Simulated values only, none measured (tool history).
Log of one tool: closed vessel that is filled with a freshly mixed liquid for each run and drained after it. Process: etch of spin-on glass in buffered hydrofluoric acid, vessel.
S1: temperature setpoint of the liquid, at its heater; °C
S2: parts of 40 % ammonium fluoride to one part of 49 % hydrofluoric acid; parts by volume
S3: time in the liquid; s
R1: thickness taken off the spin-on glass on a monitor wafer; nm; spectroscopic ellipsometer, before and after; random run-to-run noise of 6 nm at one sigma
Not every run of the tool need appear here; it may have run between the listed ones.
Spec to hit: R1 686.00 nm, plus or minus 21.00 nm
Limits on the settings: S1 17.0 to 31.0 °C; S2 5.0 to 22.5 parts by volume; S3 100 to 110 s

{"run": 1, "hour": 0.0, "S1": 23.0, "S2": 13.5, "S3": 100, "R1": 312.73}
{"run": 2, "hour": 6.2, "S1": 23.0, "S2": 13.5, "S3": 100, "R1": 311.74}
{"run": 3, "hour": 12.0, "S1": 25.0, "S2": 12.5, "S3": 100, "R1": 375.51}
{"run": 4, "hour": 19.4, "S1": 26.5, "S2": 11.5, "S3": 100, "R1": 437.73}
{"run": 5, "hour": 28.3, "S1": 26.5, "S2": 9.0, "S3": 100, "R1": 536.25}
{"run": 6, "hour": 32.4, "S1": 28.5, "S2": 9.0, "S3": 100, "R1": 602.79}
{"run": 7, "hour": 34.4, "S1": 29.0, "S2": 9.0, "S3": 100, "R1": 622.75}
{"hour": 36.0, "done": "hydrofluoric acid flow meter replaced"}
{"run": 8, "hour": 36.0, "S1": 29.5, "S2": 9.0, "S3": 100, "R1": 563.31}
{"run": 9, "hour": 43.2, "S1": 30.0, "S2": 6.0, "S3": 100, "R1": 857.03}
{"run": 10, "hour": 49.3, "S1": 28.5, "S2": 6.0, "S3": 100, "R1": 816.81}
{"run": 11, "hour": 55.1, "S1": 27.5, "S2": 6.0, "S3": 100, "R1": 756.08}
{"run": 12, "hour": 62.4, "S1": 27.0, "S2": 6.0, "S3": 100, "R1": 748.52}
{"run": 13, "hour": 66.1, "S1": 26.5, "S2": 6.0, "S3": 100, "R1": 727.78}

5 candidate next runs follow, results not yet known. Just one meets every target within its allowed miss. Identify it.
{"run": "A", "hour": 69.8, "S1": 24.5, "S2": 5.0, "S3": 100, "R1": "?"}
{"run": "B", "hour": 69.8, "S1": 28.0, "S2": 7.0, "S3": 110, "R1": "?"}
{"run": "C", "hour": 69.8, "S1": 27.0, "S2": 7.0, "S3": 105, "R1": "?"}
{"run": "D", "hour": 69.8, "S1": 30.5, "S2": 7.0, "S3": 100, "R1": "?"}
{"run": "E", "hour": 69.8, "S1": 29.5, "S2": 6.5, "S3": 100, "R1": "?"}

move=A R1=773.74
move=B R1=770.15
move=C R1=697.05
move=D R1=798.54
move=E R1=808.07
A: further off than the last run
B: further off than the last run
C: all results in spec
D: further off than the last run
E: further off than the last run
The move that meets every target is C.
